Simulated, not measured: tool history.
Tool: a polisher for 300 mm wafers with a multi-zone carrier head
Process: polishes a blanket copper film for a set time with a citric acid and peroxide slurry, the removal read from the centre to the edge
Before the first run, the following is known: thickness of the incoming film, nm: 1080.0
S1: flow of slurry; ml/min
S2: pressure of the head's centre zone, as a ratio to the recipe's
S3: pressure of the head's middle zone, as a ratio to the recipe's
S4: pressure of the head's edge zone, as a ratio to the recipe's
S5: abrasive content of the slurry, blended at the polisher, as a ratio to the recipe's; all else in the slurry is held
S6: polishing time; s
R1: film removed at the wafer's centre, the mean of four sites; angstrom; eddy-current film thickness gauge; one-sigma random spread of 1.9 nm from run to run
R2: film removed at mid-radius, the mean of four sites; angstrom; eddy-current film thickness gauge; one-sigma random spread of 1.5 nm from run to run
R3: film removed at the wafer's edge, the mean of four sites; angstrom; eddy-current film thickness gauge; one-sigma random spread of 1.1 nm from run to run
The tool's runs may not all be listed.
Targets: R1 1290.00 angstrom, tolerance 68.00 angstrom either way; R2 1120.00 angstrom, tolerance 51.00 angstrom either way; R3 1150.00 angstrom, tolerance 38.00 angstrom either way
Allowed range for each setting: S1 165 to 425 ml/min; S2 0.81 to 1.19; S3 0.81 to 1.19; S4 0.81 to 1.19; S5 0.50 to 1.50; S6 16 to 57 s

{"run": 1, "day": 0.0, "S1": 275, "S2": 1.0, "S3": 1.0, "S4": 1.0, "S5": 1.0, "S6": 36, "R1": 875.54, "R2": 877.89, "R3": 852.66}
{"run": 2, "day": 0.046, "S1": 275, "S2": 1.02, "S3": 1.0, "S4": 1.02, "S5": 1.1, "S6": 37, "R1": 935.47, "R2": 939.08, "R3": 906.92}
{"run": 3, "day": 0.204, "S1": 275, "S2": 1.02, "S3": 1.0, "S4": 1.09, "S5": 1.1, "S6": 37, "R1": 948.92, "R2": 916.0, "R3": 930.51}
{"run": 4, "day": 0.5, "S1": 280, "S2": 1.04, "S3": 1.0, "S4": 1.1, "S5": 1.15, "S6": 38, "R1": 998.63, "R2": 968.63, "R3": 968.38}
{"run": 5, "day": 0.658, "S1": 280, "S2": 1.04, "S3": 1.08, "S4": 1.1, "S5": 1.15, "S6": 38, "R1": 967.05, "R2": 1030.8, "R3": 987.37}
{"run": 6, "day": 0.996, "S1": 280, "S2": 1.06, "S3": 1.06, "S4": 1.11, "S5": 1.2, "S6": 38, "R1": 1042.7, "R2": 1021.0, "R3": 985.38}
{"run": 7, "day": 1.312, "S1": 280, "S2": 1.06, "S3": 1.05, "S4": 1.12, "S5": 1.25, "S6": 39, "R1": 1032.2, "R2": 1058.2, "R3": 1038.3}
{"run": 8, "day": 1.433, "S1": 280, "S2": 1.08, "S3": 1.04, "S4": 1.13, "S5": 1.3, "S6": 39, "R1": 1082.0, "R2": 1050.4, "R3": 1043.2}
{"run": 9, "day": 1.529, "S1": 280, "S2": 1.09, "S3": 1.04, "S4": 1.14, "S5": 1.35, "S6": 39, "R1": 1120.3, "R2": 1083.6, "R3": 1051.2}
{"run": 10, "day": 1.767, "S1": 280, "S2": 1.1, "S3": 1.03, "S4": 1.15, "S5": 1.35, "S6": 39, "R1": 1140.2, "R2": 1038.4, "R3": 1070.9}
{"run": 11, "day": 1.971, "S1": 285, "S2": 1.11, "S3": 1.04, "S4": 1.15, "S5": 1.35, "S6": 39, "R1": 1124.9, "R2": 1062.2, "R3": 1084.1}

Which single option among these 4 for the next run brings every result within its allowed miss of target? Just one does.
{"run": "A", "day": 2.175, "S1": 285, "S2": 1.04, "S3": 1.02, "S4": 1.19, "S5": 1.2, "S6": 36, "R1": "?", "R2": "?", "R3": "?"}
{"run": "B", "day": 2.175, "S1": 165, "S2": 1.19, "S3": 1.02, "S4": 0.86, "S5": 1.5, "S6": 45, "R1": "?", "R2": "?", "R3": "?"}
{"run": "C", "day": 2.175, "S1": 260, "S2": 1.14, "S3": 0.99, "S4": 1.11, "S5": 1.45, "S6": 42, "R1": "?", "R2": "?", "R3": "?"}
{"run": "D", "day": 2.175, "S1": 305, "S2": 1.05, "S3": 1.01, "S4": 1.19, "S5": 1.1, "S6": 37, "R1": "?", "R2": "?", "R3": "?"}

move=A R1=963.94 R2=950.13 R3=982.25
move=B R1=1324.30 R2=1151.30 R3=1039.40
move=C R1=1277.80 R2=1123.40 R3=1150.10
move=D R1=986.55 R2=955.08 R3=993.36
A: further off than the last run
B: brings the result that was furthest off to its target, and leaves another outside
C: meets every target
D: further off than the last run
The move that meets every target is C.

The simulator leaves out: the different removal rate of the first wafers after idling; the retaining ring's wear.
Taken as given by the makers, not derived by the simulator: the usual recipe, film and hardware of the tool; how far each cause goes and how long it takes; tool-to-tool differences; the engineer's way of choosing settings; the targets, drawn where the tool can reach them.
